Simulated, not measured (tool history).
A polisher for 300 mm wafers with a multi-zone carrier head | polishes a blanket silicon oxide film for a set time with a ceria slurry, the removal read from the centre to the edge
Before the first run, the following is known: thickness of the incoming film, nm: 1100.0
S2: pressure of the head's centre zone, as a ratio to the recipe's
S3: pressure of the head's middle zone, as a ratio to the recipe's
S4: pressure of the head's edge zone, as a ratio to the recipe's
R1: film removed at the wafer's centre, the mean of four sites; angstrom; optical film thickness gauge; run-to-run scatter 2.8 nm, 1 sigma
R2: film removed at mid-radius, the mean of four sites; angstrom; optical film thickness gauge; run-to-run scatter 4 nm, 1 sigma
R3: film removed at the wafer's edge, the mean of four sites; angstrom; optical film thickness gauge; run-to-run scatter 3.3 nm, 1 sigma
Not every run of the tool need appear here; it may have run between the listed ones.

Run 1, hour 0.0: flow of slurry (ml/min) 165, S2 1.00, S3 1.00, S4 1.00, polishing time (s) 72. Result: R1 4437.1 angstrom, R2 4369.9 angstrom, R3 4345.7 angstrom.
Run 2, hour 7.4: flow of slurry (ml/min) 155, S2 0.95, S3 1.02, S4 0.98, polishing time (s) 68. Result: R1 3953.3 angstrom, R2 4131.7 angstrom, R3 4126.3 angstrom.
Run 3, hour 15.8: flow of slurry (ml/min) 155, S2 0.92, S3 1.06, S4 0.95, polishing time (s) 63. Result: R1 3466.5 angstrom, R2 4011.8 angstrom, R3 3711.2 angstrom.
Run 4, hour 18.7: flow of slurry (ml/min) 150, S2 0.89, S3 1.06, S4 0.92, polishing time (s) 61. Result: R1 3282.1 angstrom, R2 3826.7 angstrom, R3 3552.5 angstrom.
Run 5, hour 25.9: flow of slurry (ml/min) 150, S2 0.89, S3 1.06, S4 0.87, polishing time (s) 61. Result: R1 3252.1 angstrom, R2 3827.9 angstrom, R3 3431.5 angstrom.
Run 6, hour 31.6: flow of slurry (ml/min) 150, S2 0.89, S3 1.06, S4 0.87, polishing time (s) 50. Result: R1 2667.8 angstrom, R2 3154.8 angstrom, R3 2789.5 angstrom.
Run 7, hour 34.4: flow of slurry (ml/min) 160, S2 0.88, S3 1.07, S4 0.90, polishing time (s) 50. Result: R1 2676.1 angstrom, R2 3150.7 angstrom, R3 2912.3 angstrom.
Run 8, hour 42.3: flow of slurry (ml/min) 160, S2 0.87, S3 1.10, S4 0.91, polishing time (s) 51. Result: R1 2655.3 angstrom, R2 3328.2 angstrom, R3 2915.9 angstrom.

Run 9, settings as shown, results not yet in. Your forecast:
Run 9, hour 47.3: flow of slurry (ml/min) 160, S2 0.87, S3 1.11, S4 0.93, polishing time (s) 52. Result: R1 ?, R2 ?, R3 ?.

{"run 9": {"R1": 2749.1, "R2": 3369.0, "R3": 3002.6}}
